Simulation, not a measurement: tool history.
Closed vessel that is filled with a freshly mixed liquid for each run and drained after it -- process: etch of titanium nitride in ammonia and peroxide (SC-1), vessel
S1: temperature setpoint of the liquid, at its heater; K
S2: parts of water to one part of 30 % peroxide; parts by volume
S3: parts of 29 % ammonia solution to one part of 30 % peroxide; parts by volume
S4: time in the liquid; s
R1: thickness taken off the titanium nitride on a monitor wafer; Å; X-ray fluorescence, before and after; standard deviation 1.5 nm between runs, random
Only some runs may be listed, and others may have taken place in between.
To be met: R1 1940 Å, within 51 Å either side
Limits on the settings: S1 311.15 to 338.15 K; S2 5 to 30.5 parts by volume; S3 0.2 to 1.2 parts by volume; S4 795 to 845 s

{"run": 1, "day": 0.0, "S1": 322.15, "S2": 17, "S3": 0.8, "S4": 795, "R1": 421.61}
{"run": 2, "day": 0.146, "S1": 322.15, "S2": 13, "S3": 0.8, "S4": 795, "R1": 490.62}
{"run": 3, "day": 0.254, "S1": 324.65, "S2": 12, "S3": 0.8, "S4": 795, "R1": 610.86}
{"run": 4, "day": 0.596, "S1": 329.15, "S2": 12, "S3": 0.8, "S4": 795, "R1": 837.2}
{"run": 5, "day": 0.708, "S1": 330.65, "S2": 11, "S3": 0.8, "S4": 795, "R1": 966.55}
{"run": 6, "day": 0.925, "S1": 331.65, "S2": 10.5, "S3": 0.8, "S4": 795, "R1": 1048.7}
{"run": 7, "day": 1.038, "S1": 332.65, "S2": 10, "S3": 0.8, "S4": 795, "R1": 1160.7}
{"run": 8, "day": 1.392, "S1": 338.15, "S2": 6, "S3": 0.8, "S4": 795, "R1": 2102.3}

Below are 4 possible settings for the next run. Only one of them brings all results inside the allowed miss of their targets. Which is it?
{"run": "A", "day": 1.746, "S1": 337.15, "S2": 5.5, "S3": 0.8, "S4": 845, "R1": "?"}
{"run": "B", "day": 1.746, "S1": 338.15, "S2": 8, "S3": 1.15, "S4": 795, "R1": "?"}
{"run": "C", "day": 1.746, "S1": 337.15, "S2": 5, "S3": 0.55, "S4": 845, "R1": "?"}
{"run": "D", "day": 1.746, "S1": 337.15, "S2": 5.5, "S3": 0.85, "S4": 830, "R1": "?"}

move=A R1=2176.7
move=B R1=1926.4
move=C R1=2152.4
move=D R1=2156
A: further off than the last run
B: all results land within tolerance of their targets
C: further off than the last run
D: further off than the last run
Move B is the one to make.

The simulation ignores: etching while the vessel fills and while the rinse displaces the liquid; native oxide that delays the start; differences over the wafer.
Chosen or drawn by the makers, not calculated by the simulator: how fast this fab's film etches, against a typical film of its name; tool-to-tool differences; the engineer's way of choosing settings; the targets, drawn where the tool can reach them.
